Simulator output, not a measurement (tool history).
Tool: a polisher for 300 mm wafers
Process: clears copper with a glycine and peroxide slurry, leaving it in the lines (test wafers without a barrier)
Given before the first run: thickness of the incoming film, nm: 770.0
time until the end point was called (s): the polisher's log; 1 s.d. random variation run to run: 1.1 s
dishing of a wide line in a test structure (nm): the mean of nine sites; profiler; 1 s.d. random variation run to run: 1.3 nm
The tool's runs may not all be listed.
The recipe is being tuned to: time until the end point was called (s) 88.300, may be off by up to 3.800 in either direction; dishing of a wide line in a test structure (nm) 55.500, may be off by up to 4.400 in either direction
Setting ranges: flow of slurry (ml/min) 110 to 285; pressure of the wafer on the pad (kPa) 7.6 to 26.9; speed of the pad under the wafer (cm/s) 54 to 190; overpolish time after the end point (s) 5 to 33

run,hour,flow of slurry (ml/min),pressure of the wafer on the pad (kPa),speed of the pad under the wafer (cm/s),overpolish time after the end point (s),time until the end point was called (s),dishing of a wide line in a test structure (nm)
1,0.0,180,17.2,122,17,130.050,57.000
2,7.6,195,17.2,122,17,125.840,57.973
3,14.4,195,13.8,122,17,150.170,50.754
4,19.0,200,15.2,122,16,141.540,51.847
5,24.1,200,13.1,122,16,156.820,46.201
6,27.5,230,13.1,122,16,153.610,48.980
7,33.7,230,14.5,124,15,140.930,47.726
8,39.2,230,15.9,124,15,133.400,49.594
9,42.0,230,16.5,124,15,129.670,52.269
10,44.5,230,17.2,124,14,124.930,51.250
11,48.9,230,17.9,124,13,119.660,49.020
12,55.8,235,22.8,128,11,97.833,51.403

Exercise: of the 4 proposed moves below, exactly one satisfies all targets within the stated allowed misses. Which move is it?
A,62.7,255,26.2,142,9,?,?
B,62.7,255,22.1,114,11,?,?
C,62.7,285,21.4,136,13,?,?
D,62.7,205,26.9,128,11,?,?

move,time until the end point was called (s),dishing of a wide line in a test structure (nm)
A,80.154,51.223
B,108.940,47.147
C,96.587,57.795
D,87.136,55.996
A: carries the result that was furthest off beyond its target, to the other side
B: the biggest miss grows against the last run
C: nearer the targets than the last run, but a result is still out of spec
D: each result inside its tolerance
Correct choice: D, which meets every target
